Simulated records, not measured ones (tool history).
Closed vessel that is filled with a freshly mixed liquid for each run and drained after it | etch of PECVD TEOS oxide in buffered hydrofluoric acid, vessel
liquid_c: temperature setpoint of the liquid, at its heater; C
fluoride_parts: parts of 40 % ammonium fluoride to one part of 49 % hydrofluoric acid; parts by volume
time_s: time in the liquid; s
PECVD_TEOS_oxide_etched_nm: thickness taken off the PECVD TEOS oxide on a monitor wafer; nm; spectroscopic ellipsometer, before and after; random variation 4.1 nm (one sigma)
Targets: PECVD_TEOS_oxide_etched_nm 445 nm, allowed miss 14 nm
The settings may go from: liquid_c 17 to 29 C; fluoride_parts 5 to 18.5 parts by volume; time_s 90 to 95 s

{"run": 1, "hour": 0.0, "liquid_c": 21, "fluoride_parts": 11.5, "time_s": 90, "PECVD_TEOS_oxide_etched_nm": 275.59}
{"run": 2, "hour": 1.1, "liquid_c": 21, "fluoride_parts": 11.5, "time_s": 95, "PECVD_TEOS_oxide_etched_nm": 290.14}
{"run": 3, "hour": 4.4, "liquid_c": 21, "fluoride_parts": 11.5, "time_s": 90, "PECVD_TEOS_oxide_etched_nm": 267.74}
{"run": 4, "hour": 6.1, "liquid_c": 22.5, "fluoride_parts": 11.5, "time_s": 90, "PECVD_TEOS_oxide_etched_nm": 290.38}
{"run": 5, "hour": 9.2, "liquid_c": 20, "fluoride_parts": 11.5, "time_s": 90, "PECVD_TEOS_oxide_etched_nm": 259.64}
{"run": 6, "hour": 13.5, "liquid_c": 21.5, "fluoride_parts": 11, "time_s": 90, "PECVD_TEOS_oxide_etched_nm": 288.22}
{"run": 7, "hour": 19.1, "liquid_c": 21.5, "fluoride_parts": 11, "time_s": 90, "PECVD_TEOS_oxide_etched_nm": 287.98}
{"run": 8, "hour": 23.9, "liquid_c": 21.5, "fluoride_parts": 11, "time_s": 90, "PECVD_TEOS_oxide_etched_nm": 288.77}
{"run": 9, "hour": 31.2, "liquid_c": 22.5, "fluoride_parts": 11, "time_s": 90, "PECVD_TEOS_oxide_etched_nm": 309.53}
{"hour": 33.7, "done": "thermometer replaced"}
{"run": 10, "hour": 33.7, "liquid_c": 23.5, "fluoride_parts": 11, "time_s": 90, "PECVD_TEOS_oxide_etched_nm": 285.52}
{"run": 11, "hour": 35.2, "liquid_c": 23.5, "fluoride_parts": 10, "time_s": 90, "PECVD_TEOS_oxide_etched_nm": 315.42}
{"run": 12, "hour": 41.0, "liquid_c": 24, "fluoride_parts": 9.5, "time_s": 90, "PECVD_TEOS_oxide_etched_nm": 330.28}

4 next moves are on the table. One of them brings every result within its allowed miss. Which?
{"run": "A", "hour": 46.8, "liquid_c": 25, "fluoride_parts": 7.5, "time_s": 90, "PECVD_TEOS_oxide_etched_nm": "?"}
{"run": "B", "hour": 46.8, "liquid_c": 22, "fluoride_parts": 6, "time_s": 95, "PECVD_TEOS_oxide_etched_nm": "?"}
{"run": "C", "hour": 46.8, "liquid_c": 23.5, "fluoride_parts": 7, "time_s": 95, "PECVD_TEOS_oxide_etched_nm": "?"}
{"run": "D", "hour": 46.8, "liquid_c": 27, "fluoride_parts": 7.5, "time_s": 90, "PECVD_TEOS_oxide_etched_nm": "?"}

move=A PECVD_TEOS_oxide_etched_nm=440.89
move=B PECVD_TEOS_oxide_etched_nm=486.41
move=C PECVD_TEOS_oxide_etched_nm=462.09
move=D PECVD_TEOS_oxide_etched_nm=490.93
A: meets every target
B: takes the result that was furthest off past its target
C: takes the result that was furthest off past its target
D: takes the result that was furthest off past its target
Answer: A
